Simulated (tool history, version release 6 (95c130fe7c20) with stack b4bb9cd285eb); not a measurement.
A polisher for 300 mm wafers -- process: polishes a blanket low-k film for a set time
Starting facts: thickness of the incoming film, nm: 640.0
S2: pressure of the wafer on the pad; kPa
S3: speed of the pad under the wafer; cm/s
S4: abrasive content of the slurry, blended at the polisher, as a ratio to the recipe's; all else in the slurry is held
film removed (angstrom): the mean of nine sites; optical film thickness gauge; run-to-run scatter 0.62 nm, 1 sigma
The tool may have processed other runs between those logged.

Run 1, hour 0.0: flow of slurry (ml/min) 305, S2 15.2 kPa, S3 110 cm/s, S4 1.0, polishing time (s) 35. Result: film removed (angstrom) 179.21.
Run 2, hour 1.4: flow of slurry (ml/min) 305, S2 17.2 kPa, S3 118 cm/s, S4 1.0, polishing time (s) 35. Result: film removed (angstrom) 214.11.
Run 3, hour 5.8: flow of slurry (ml/min) 350, S2 17.2 kPa, S3 118 cm/s, S4 1.0, polishing time (s) 35. Result: film removed (angstrom) 217.32.
Run 4, hour 13.5: flow of slurry (ml/min) 350, S2 18.6 kPa, S3 126 cm/s, S4 1.0, polishing time (s) 35. Result: film removed (angstrom) 246.91.
Run 5, hour 18.4: flow of slurry (ml/min) 350, S2 20.0 kPa, S3 132 cm/s, S4 1.0, polishing time (s) 35. Result: film removed (angstrom) 281.97.
Run 6, hour 22.9: flow of slurry (ml/min) 350, S2 20.0 kPa, S3 160 cm/s, S4 1.0, polishing time (s) 35. Result: film removed (angstrom) 323.80.
Run 7, hour 30.4: flow of slurry (ml/min) 350, S2 20.7 kPa, S3 160 cm/s, S4 1.0, polishing time (s) 35. Result: film removed (angstrom) 335.73.
Run 8, hour 32.5: flow of slurry (ml/min) 350, S2 21.4 kPa, S3 162 cm/s, S4 1.0, polishing time (s) 35. Result: film removed (angstrom) 348.84.
Run 9, hour 33.5: flow of slurry (ml/min) 350, S2 22.1 kPa, S3 164 cm/s, S4 1.0, polishing time (s) 35. Result: film removed (angstrom) 362.43.

Estimate the outcome of run 10 from the log above:
Run 10, hour 40.7: flow of slurry (ml/min) 350, S2 22.8 kPa, S3 166 cm/s, S4 1.0, polishing time (s) 35. Result: film removed (angstrom) ?.

film removed (angstrom): 388.21
